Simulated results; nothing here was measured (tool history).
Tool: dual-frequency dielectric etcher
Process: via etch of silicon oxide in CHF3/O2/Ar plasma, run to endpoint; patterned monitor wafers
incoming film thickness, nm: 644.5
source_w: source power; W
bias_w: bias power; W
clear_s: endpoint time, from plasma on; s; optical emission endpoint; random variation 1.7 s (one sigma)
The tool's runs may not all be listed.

run	hour	source_w	bias_w	clear_s
1	0.0	690	134	343.44
2	2.4	690	116	370.24
3	8.8	650	112	388.40
4	15.9	740	112	366.54
5	22.7	700	109	379.55
6	24.7	660	107	393.21
7	27.0	630	106	405.12
8	34.6	600	105	417.14

Forecast run 9:
9	40.4	580	105	?

{"run 9": {"clear_s": 425.17}}

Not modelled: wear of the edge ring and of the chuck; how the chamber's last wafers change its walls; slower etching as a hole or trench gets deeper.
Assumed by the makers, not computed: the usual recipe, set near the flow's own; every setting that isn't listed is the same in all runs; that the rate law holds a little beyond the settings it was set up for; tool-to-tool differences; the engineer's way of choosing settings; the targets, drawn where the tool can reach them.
